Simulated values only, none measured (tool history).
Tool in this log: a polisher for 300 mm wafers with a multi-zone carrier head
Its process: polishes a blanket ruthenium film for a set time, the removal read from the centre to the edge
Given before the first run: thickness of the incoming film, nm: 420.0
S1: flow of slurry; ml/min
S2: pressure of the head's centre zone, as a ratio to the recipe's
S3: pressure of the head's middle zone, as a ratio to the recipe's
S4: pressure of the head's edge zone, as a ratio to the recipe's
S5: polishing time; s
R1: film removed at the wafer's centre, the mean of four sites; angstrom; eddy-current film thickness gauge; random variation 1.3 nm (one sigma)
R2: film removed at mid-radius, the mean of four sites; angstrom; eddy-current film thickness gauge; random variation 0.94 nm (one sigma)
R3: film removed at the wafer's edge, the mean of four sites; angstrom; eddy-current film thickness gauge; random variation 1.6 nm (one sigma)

| run | hour | S1 | S2 | S3 | S4 | S5 | R1 | R2 | R3 |
|---|---|---|---|---|---|---|---|---|---|
| 1 | 0.0 | 220 | 1.00 | 1.00 | 1.00 | 82 | 1004.90 | 948.50 | 965.70 |
| 2 | 1.7 | 220 | 1.05 | 1.00 | 1.00 | 82 | 1055.70 | 961.83 | 949.00 |
| 3 | 6.0 | 220 | 0.99 | 1.00 | 1.00 | 82 | 978.94 | 954.35 | 995.54 |
| 4 | 12.2 | 235 | 1.01 | 1.04 | 1.02 | 84 | 1029.50 | 1015.60 | 1003.80 |
| 5 | 13.5 | 235 | 1.01 | 1.01 | 1.02 | 84 | 1041.70 | 996.76 | 981.51 |
| 6 | 16.7 | 235 | 1.03 | 1.05 | 1.02 | 86 | 1090.00 | 1039.40 | 1006.00 |
| 7 | 19.8 | 235 | 1.03 | 1.05 | 1.02 | 86 | 1076.30 | 1055.20 | 1033.50 |

Run 8 has not been measured yet. What should we expect?
| 8 | 23.4 | 245 | 1.05 | 1.08 | 1.01 | 87 | ? | ? | ? |

Run 8 gave R1 1102.90 angstrom, R2 1090.90 angstrom, R3 1026.70 angstrom.

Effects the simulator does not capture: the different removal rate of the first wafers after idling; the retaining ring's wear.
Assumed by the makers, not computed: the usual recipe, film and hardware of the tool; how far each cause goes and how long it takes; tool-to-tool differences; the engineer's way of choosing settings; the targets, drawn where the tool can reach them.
